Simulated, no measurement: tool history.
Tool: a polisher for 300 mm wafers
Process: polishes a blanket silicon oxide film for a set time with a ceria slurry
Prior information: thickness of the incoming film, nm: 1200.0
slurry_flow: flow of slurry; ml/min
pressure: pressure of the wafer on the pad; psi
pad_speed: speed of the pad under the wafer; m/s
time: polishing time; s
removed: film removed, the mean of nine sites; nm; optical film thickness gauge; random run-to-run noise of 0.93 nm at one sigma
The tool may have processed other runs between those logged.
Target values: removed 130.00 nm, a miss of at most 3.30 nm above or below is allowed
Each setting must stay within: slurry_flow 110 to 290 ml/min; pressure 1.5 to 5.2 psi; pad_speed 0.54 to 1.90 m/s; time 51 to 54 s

run 1 hour=0.0 | slurry_flow=185 pressure=3.3 pad_speed=1.22 time=51 | removed=305.12
run 2 hour=1.6 | slurry_flow=185 pressure=3.3 pad_speed=1.42 time=51 | removed=339.29
run 3 hour=10.0 | slurry_flow=185 pressure=3.3 pad_speed=1.42 time=54 | removed=360.04
run 4 hour=17.8 | slurry_flow=185 pressure=4.0 pad_speed=1.42 time=54 | removed=419.65
run 5 hour=21.8 | slurry_flow=185 pressure=3.7 pad_speed=1.42 time=54 | removed=383.55
run 6 hour=27.2 | slurry_flow=185 pressure=3.7 pad_speed=1.42 time=51 | removed=363.62
run 7 hour=30.7 | slurry_flow=175 pressure=3.5 pad_speed=1.32 time=51 | removed=332.11
run 8 hour=39.6 | slurry_flow=175 pressure=3.5 pad_speed=1.32 time=51 | removed=336.47
run 9 hour=42.4 | slurry_flow=185 pressure=3.3 pad_speed=1.24 time=51 | removed=305.20
run 10 hour=48.5 | slurry_flow=175 pressure=3.1 pad_speed=1.16 time=51 | removed=277.03
run 11 hour=52.2 | slurry_flow=170 pressure=2.9 pad_speed=1.10 time=51 | removed=248.72
run 12 hour=56.3 | slurry_flow=165 pressure=2.8 pad_speed=1.06 time=51 | removed=236.65
run 13 hour=61.9 | slurry_flow=155 pressure=1.8 pad_speed=0.72 time=51 | removed=133.15

4 next moves are on the table. One of them brings every result within its allowed miss. Which?
run A hour=67.5 | slurry_flow=150 pressure=1.8 pad_speed=0.68 time=54 | removed=?
run B hour=67.5 | slurry_flow=180 pressure=1.7 pad_speed=0.70 time=53 | removed=?
run C hour=67.5 | slurry_flow=155 pressure=2.2 pad_speed=0.58 time=52 | removed=?
run D hour=67.5 | slurry_flow=160 pressure=1.6 pad_speed=0.68 time=54 | removed=?

move=A removed=137.53
move=B removed=135.92
move=C removed=138.99
move=D removed=128.96
A: its largest miss is bigger than the last run's
B: its largest miss is bigger than the last run's
C: its largest miss is bigger than the last run's
D: meets every target
Move D is the one to make.
